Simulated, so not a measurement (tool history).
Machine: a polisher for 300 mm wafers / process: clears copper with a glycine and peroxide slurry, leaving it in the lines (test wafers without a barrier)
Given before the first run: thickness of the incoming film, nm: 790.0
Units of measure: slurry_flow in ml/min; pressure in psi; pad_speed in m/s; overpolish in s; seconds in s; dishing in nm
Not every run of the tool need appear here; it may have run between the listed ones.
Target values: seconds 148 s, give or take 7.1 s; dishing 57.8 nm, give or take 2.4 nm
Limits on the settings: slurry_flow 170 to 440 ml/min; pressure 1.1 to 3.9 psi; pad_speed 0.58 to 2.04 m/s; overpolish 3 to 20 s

run,day,slurry_flow,pressure,pad_speed,overpolish,seconds,dishing
1,0,280,2.5,1.3,10,148.26,40.414
2,0.1,280,2.5,1.3,11,145.52,42.615
3,0.362,280,2.5,1.02,11,181.64,37.478
4,0.538,345,2.5,1.02,11,180.99,37.155
5,0.662,345,2.7,1.02,12,166.53,42.482
6,0.779,345,2.1,1.02,12,197.57,36.567
7,1.138,345,2.4,1.02,13,181.96,42.18
8,1.175,345,2.6,1.02,14,169.5,46.371
9,1.375,345,2.7,1.02,15,166.37,52.005
10,1.512,345,2.8,1.02,15,160.41,51.969
11,1.754,345,2.9,1.02,15,157.59,53.061

Exercise: of the 5 proposed moves below, exactly one satisfies all targets within the stated allowed misses. Which move is it?
A,1.996,375,2.9,1.1,16,?,?
B,1.996,325,2.5,1.22,15,?,?
C,1.996,295,3.6,0.84,16,?,?
D,1.996,370,2.6,1.02,15,?,?
E,1.996,355,2.8,1,15,?,?

move,seconds,dishing
A,149.93,57.695
B,154.8,53.059
C,163.52,54.816
D,172.75,49.015
E,167.17,50.48
A: every result within its allowed miss
B: no nearer and no further than the last run
C: lands further from the targets than the last run did
D: lands further from the targets than the last run did
E: lands further from the targets than the last run did
The move that meets every target is A.
